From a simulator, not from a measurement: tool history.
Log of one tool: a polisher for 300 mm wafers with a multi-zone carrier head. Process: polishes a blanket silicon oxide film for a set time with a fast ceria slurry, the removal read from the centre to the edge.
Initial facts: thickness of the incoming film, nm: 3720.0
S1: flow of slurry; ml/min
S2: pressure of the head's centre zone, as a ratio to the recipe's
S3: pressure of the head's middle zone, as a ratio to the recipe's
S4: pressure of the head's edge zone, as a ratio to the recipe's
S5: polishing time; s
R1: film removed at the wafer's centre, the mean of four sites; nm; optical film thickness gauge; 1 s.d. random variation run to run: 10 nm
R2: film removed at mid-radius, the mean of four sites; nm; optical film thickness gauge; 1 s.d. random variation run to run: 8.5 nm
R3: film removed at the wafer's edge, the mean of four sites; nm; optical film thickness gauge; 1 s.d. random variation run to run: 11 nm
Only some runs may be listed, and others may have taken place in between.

{"run": 1, "hour": 0.0, "S1": 190, "S2": 1, "S3": 1, "S4": 1, "S5": 67, "R1": 546.22, "R2": 527.83, "R3": 525.16}
{"run": 2, "hour": 4.4, "S1": 190, "S2": 1, "S3": 1, "S4": 0.96, "S5": 67, "R1": 543.18, "R2": 520.48, "R3": 501.81}
{"run": 3, "hour": 10.1, "S1": 195, "S2": 1, "S3": 1.01, "S4": 0.98, "S5": 69, "R1": 561.34, "R2": 552.9, "R3": 532.18}
{"run": 4, "hour": 18.5, "S1": 200, "S2": 1, "S3": 1.02, "S4": 1, "S5": 70, "R1": 561.74, "R2": 556.53, "R3": 541.51}
{"run": 5, "hour": 22.2, "S1": 200, "S2": 1, "S3": 1.07, "S4": 1, "S5": 70, "R1": 567.33, "R2": 591.01, "R3": 543.17}
{"run": 6, "hour": 24.4, "S1": 200, "S2": 1, "S3": 1.07, "S4": 1.06, "S5": 70, "R1": 579.14, "R2": 582.25, "R3": 575.55}
{"run": 7, "hour": 31.6, "S1": 200, "S2": 1, "S3": 1.08, "S4": 1.07, "S5": 72, "R1": 595.18, "R2": 602.38, "R3": 585.8}
{"run": 8, "hour": 35.7, "S1": 200, "S2": 0.99, "S3": 1.09, "S4": 1.08, "S5": 74, "R1": 606.17, "R2": 628.58, "R3": 610.39}
{"run": 9, "hour": 38.1, "S1": 200, "S2": 0.99, "S3": 1.1, "S4": 1.09, "S5": 75, "R1": 594.58, "R2": 642.88, "R3": 594.64}
{"run": 10, "hour": 39.3, "S1": 205, "S2": 0.98, "S3": 1.1, "S4": 1.1, "S5": 77, "R1": 613.59, "R2": 659.9, "R3": 630.56}
{"run": 11, "hour": 47.0, "S1": 205, "S2": 0.98, "S3": 1.1, "S4": 1.11, "S5": 78, "R1": 630.13, "R2": 666.21, "R3": 659.45}
{"run": 12, "hour": 54.1, "S1": 210, "S2": 0.98, "S3": 1.11, "S4": 1.12, "S5": 79, "R1": 653.17, "R2": 686.36, "R3": 642.9}

For run 13, what comes out?
{"run": 13, "hour": 58.2, "S1": 205, "S2": 0.98, "S3": 1.11, "S4": 1.13, "S5": 80, "R1": "?", "R2": "?", "R3": "?"}

{"run 13": {"R1": 645.48, "R2": 690.79, "R3": 665.57}}
